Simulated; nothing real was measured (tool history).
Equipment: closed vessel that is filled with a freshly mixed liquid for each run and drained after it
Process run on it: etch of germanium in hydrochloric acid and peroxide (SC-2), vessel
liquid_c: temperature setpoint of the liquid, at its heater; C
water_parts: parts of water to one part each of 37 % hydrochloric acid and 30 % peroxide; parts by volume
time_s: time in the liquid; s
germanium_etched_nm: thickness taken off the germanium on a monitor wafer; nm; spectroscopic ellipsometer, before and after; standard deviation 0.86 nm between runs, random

{"run": 1, "hour": 0.0, "liquid_c": 50, "water_parts": 6.5, "time_s": 100, "germanium_etched_nm": 180.9}
{"run": 2, "hour": 4.0, "liquid_c": 52, "water_parts": 6.5, "time_s": 100, "germanium_etched_nm": 191.48}
{"run": 3, "hour": 11.5, "liquid_c": 53.5, "water_parts": 6.5, "time_s": 100, "germanium_etched_nm": 202.41}
{"run": 4, "hour": 15.2, "liquid_c": 49, "water_parts": 6.5, "time_s": 100, "germanium_etched_nm": 174.47}
{"run": 5, "hour": 20.3, "liquid_c": 51, "water_parts": 6.5, "time_s": 100, "germanium_etched_nm": 186.11}
{"run": 6, "hour": 27.0, "liquid_c": 51, "water_parts": 5.5, "time_s": 100, "germanium_etched_nm": 187.06}
{"run": 7, "hour": 35.8, "liquid_c": 52.5, "water_parts": 5.5, "time_s": 100, "germanium_etched_nm": 196.46}
{"run": 8, "hour": 43.7, "liquid_c": 54, "water_parts": 5.5, "time_s": 100, "germanium_etched_nm": 207.02}
{"run": 9, "hour": 51.4, "liquid_c": 55, "water_parts": 5.5, "time_s": 100, "germanium_etched_nm": 211.9}

Predict the results of run 10:
{"run": 10, "hour": 54.4, "liquid_c": 56, "water_parts": 5.5, "time_s": 100, "germanium_etched_nm": "?"}

Run 10 produced germanium_etched_nm 221.21 nm.

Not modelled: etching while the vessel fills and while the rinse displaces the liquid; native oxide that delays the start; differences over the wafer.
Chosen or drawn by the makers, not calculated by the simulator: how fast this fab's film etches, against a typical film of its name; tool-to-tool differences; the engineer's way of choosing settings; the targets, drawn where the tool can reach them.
